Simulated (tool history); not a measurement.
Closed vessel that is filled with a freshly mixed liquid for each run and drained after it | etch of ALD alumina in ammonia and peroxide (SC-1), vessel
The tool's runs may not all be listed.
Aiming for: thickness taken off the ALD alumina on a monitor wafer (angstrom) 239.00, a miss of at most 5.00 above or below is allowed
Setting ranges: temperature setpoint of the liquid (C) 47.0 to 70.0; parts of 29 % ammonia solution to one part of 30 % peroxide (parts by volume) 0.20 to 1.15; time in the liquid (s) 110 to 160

run   hour  temperature setpoint of the liquid (C)  parts of 29 % ammonia solution to one part of 30 % peroxide (parts by volume)  time in the liquid (s)  thickness taken off the ALD alumina on a monitor wafer (angstrom)
  1    0.0                                    63.0                                                                           0.65                     160                                                             180.50
  2    7.1                                    56.0                                                                           0.65                     160                                                             126.14
  3   13.5                                    57.5                                                                           0.65                     160                                                             135.71
  4   20.4                                    57.5                                                                           0.75                     160                                                             137.82
  5   28.9                                    61.5                                                                           0.75                     160                                                             169.27
  6   34.6                                    61.5                                                                           0.60                     160                                                             166.49
  7   40.8                                    61.5                                                                           0.60                     160                                                             165.79
  8   46.7                                    62.0                                                                           0.60                     160                                                             169.32
  9   49.3                                    62.5                                                                           0.60                     160                                                             173.66
 10   52.4                                    63.0                                                                           0.60                     160                                                             178.76
 11   55.6                                    63.5                                                                           0.60                     160                                                             181.69
 12   62.3                                    64.0                                                                           0.60                     160                                                             186.98
 13   70.5                                    64.5                                                                           0.60                     160                                                             190.66
 14   75.3                                    65.0                                                                           0.60                     160                                                             197.32
 15   82.7                                    65.5                                                                           0.60                     160                                                             202.43
 16   86.7                                    66.0                                                                           0.60                     160                                                             208.73
 17   92.3                                    66.5                                                                           0.60                     160                                                             212.35
 18   98.4                                    68.0                                                                           0.60                     160                                                             226.42
 19  107.7                                    68.0                                                                           0.60                     160                                                             227.99

5 next moves are on the table. One of them brings every result within its allowed miss. Which?
  A  117.0                                    69.0                                                                           0.60                     160                                                                  ?
  B  117.0                                    70.0                                                                           0.60                     160                                                                  ?
  C  117.0                                    68.0                                                                           0.50                     160                                                                  ?
  D  117.0                                    70.0                                                                           0.25                     160                                                                  ?
  E  117.0                                    68.0                                                                           0.55                     160                                                                  ?

move  thickness taken off the ALD alumina on a monitor wafer (angstrom)
   A                                                             240.33
   B                                                             252.19
   C                                                             225.06
   D                                                             232.20
   E                                                             227.09
A: hits every target within its allowed miss
B: takes the biggest miss from the last run beyond its target
C: the biggest miss grows against the last run
D: closes in on the targets versus the last run, not all within tolerance yet
E: the biggest miss grows against the last run
The right move is A.
